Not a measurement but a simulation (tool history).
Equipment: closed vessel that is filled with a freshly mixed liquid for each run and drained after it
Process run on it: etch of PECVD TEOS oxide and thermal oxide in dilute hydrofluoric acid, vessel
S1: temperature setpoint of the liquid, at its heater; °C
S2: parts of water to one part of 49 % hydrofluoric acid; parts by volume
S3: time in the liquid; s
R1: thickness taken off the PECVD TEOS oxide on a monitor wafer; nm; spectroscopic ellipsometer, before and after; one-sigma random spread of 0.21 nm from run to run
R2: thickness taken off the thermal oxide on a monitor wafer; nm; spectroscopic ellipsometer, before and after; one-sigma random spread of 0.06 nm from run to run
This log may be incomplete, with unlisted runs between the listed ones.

run,hour,S1,S2,S3,R1,R2
1,0,21,100,210,39.659,8.5173
2,4.2,21,75,210,54.292,11.848
3,12.2,20.5,75,210,53.031,11.6
4,18.8,20,75,210,51.894,11.319
5,19.4,20,75,150,37.259,8.1176
6,27.7,21,75,150,38.804,8.5129
7,35.1,22,75,150,40.526,8.8126
8,43.1,23,75,150,41.934,9.1871
9,43.8,23.5,75,150,42.699,9.4946

Estimate the outcome of run 10 from the log above:
10,48.3,24,75,150,?,?

Run 10 measured R1 43.739 nm, R2 9.5605 nm.
